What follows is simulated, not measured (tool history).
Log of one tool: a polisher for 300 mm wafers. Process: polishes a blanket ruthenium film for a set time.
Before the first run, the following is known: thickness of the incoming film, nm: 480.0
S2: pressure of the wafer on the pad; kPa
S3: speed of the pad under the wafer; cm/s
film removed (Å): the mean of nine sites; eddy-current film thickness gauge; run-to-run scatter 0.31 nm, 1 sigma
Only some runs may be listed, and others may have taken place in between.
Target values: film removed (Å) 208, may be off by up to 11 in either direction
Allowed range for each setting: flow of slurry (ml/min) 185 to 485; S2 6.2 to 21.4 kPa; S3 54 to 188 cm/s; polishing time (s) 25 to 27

run 1 day=0 | flow_of_slurry_(ml/min)=310 S2=13.8 S3=120 polishing_time_(s)=27 | film_removed_(Å)=304.81
run 2 day=0.05 | flow_of_slurry_(ml/min)=310 S2=13.1 S3=120 polishing_time_(s)=27 | film_removed_(Å)=286.18
run 3 day=0.388 | flow_of_slurry_(ml/min)=310 S2=11.7 S3=120 polishing_time_(s)=27 | film_removed_(Å)=249.32
run 4 day=0.617 | flow_of_slurry_(ml/min)=310 S2=11.7 S3=144 polishing_time_(s)=27 | film_removed_(Å)=303.03
run 5 day=0.8 | flow_of_slurry_(ml/min)=310 S2=11.7 S3=164 polishing_time_(s)=27 | film_removed_(Å)=354.83
run 6 day=0.983 | flow_of_slurry_(ml/min)=310 S2=10.3 S3=164 polishing_time_(s)=27 | film_removed_(Å)=311.25
run 7 day=1.329 | flow_of_slurry_(ml/min)=310 S2=10.3 S3=164 polishing_time_(s)=27 | film_removed_(Å)=304.23
run 8 day=1.529 | flow_of_slurry_(ml/min)=310 S2=9.7 S3=164 polishing_time_(s)=27 | film_removed_(Å)=294.89
run 9 day=1.633 | flow_of_slurry_(ml/min)=310 S2=9 S3=162 polishing_time_(s)=27 | film_removed_(Å)=268.92
run 10 day=1.908 | flow_of_slurry_(ml/min)=310 S2=8.3 S3=162 polishing_time_(s)=27 | film_removed_(Å)=255.87
run 11 day=2.062 | flow_of_slurry_(ml/min)=310 S2=8.3 S3=162 polishing_time_(s)=27 | film_removed_(Å)=259.43
run 12 day=2.288 | flow_of_slurry_(ml/min)=310 S2=7.6 S3=160 polishing_time_(s)=27 | film_removed_(Å)=229.22

Of the 5 settings listed for the next run, only one would bring every result within its allowed miss of target. Which one?
run A day=2.512 | flow_of_slurry_(ml/min)=325 S2=9 S3=160 polishing_time_(s)=25 | film_removed_(Å)=?
run B day=2.512 | flow_of_slurry_(ml/min)=350 S2=6.2 S3=162 polishing_time_(s)=25 | film_removed_(Å)=?
run C day=2.512 | flow_of_slurry_(ml/min)=240 S2=6.2 S3=172 polishing_time_(s)=25 | film_removed_(Å)=?
run D day=2.512 | flow_of_slurry_(ml/min)=350 S2=6.9 S3=168 polishing_time_(s)=27 | film_removed_(Å)=?
run E day=2.512 | flow_of_slurry_(ml/min)=330 S2=8.3 S3=140 polishing_time_(s)=25 | film_removed_(Å)=?

move=A film_removed_(Å)=249.79
move=B film_removed_(Å)=184.89
move=C film_removed_(Å)=190.45
move=D film_removed_(Å)=226.28
move=E film_removed_(Å)=204.56
A: lands further from the targets than the last run did
B: moves the result that the last run missed by most past its target, out the other side
C: moves the result that the last run missed by most past its target, out the other side
D: nearer than the last run, and not there yet
E: every result within its allowed miss
The right move is E.
